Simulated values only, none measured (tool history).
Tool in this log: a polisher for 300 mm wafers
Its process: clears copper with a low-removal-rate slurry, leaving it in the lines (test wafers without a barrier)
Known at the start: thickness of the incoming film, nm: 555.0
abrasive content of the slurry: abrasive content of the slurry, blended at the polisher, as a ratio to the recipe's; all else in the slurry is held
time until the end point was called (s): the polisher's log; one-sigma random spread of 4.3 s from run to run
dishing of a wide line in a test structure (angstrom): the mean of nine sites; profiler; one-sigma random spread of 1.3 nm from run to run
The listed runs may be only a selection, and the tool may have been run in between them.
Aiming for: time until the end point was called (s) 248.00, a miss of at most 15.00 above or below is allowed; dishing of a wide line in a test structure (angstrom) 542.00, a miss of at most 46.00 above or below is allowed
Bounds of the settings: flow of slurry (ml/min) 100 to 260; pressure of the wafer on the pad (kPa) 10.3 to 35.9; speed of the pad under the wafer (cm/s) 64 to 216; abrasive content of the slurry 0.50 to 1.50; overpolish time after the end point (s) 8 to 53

run	day	flow of slurry (ml/min)	pressure of the wafer on the pad (kPa)	speed of the pad under the wafer (cm/s)	abrasive content of the slurry	overpolish time after the end point (s)	time until the end point was called (s)	dishing of a wide line in a test structure (angstrom)
1	0.000	165	22.8	140	1.00	27	120.42	693.01
2	0.075	130	22.8	140	1.00	27	125.68	666.58
3	0.283	130	22.8	128	1.00	27	136.11	630.91
4	0.396	130	18.6	126	1.00	31	161.53	614.93
5	0.538	130	15.9	120	1.00	33	188.16	569.87
6	0.888	130	14.5	118	1.00	35	203.97	540.33
7	1.154	130	13.1	116	1.00	38	221.99	557.51
8	1.296	130	12.4	116	1.00	39	226.24	543.64

Pick the move, out of 5, that brings all results within their allowed miss; only one does.
A	1.438	170	13.8	120	1.35	26	?	?
B	1.438	130	13.8	82	1.05	49	?	?
C	1.438	145	11.7	122	1.05	51	?	?
D	1.438	100	13.1	110	0.95	53	?	?
E	1.438	145	11.0	114	0.95	44	?	?

move	time until the end point was called (s)	dishing of a wide line in a test structure (angstrom)
A	181.67	485.75
B	291.55	540.53
C	215.74	648.78
D	249.46	619.64
E	244.22	554.01
A: its largest miss is bigger than the last run's
B: takes the result that was furthest off past its target
C: its largest miss is bigger than the last run's
D: brings the result that was furthest off to its target, and leaves another outside
E: hits every target within its allowed miss
The move that meets every target is E.

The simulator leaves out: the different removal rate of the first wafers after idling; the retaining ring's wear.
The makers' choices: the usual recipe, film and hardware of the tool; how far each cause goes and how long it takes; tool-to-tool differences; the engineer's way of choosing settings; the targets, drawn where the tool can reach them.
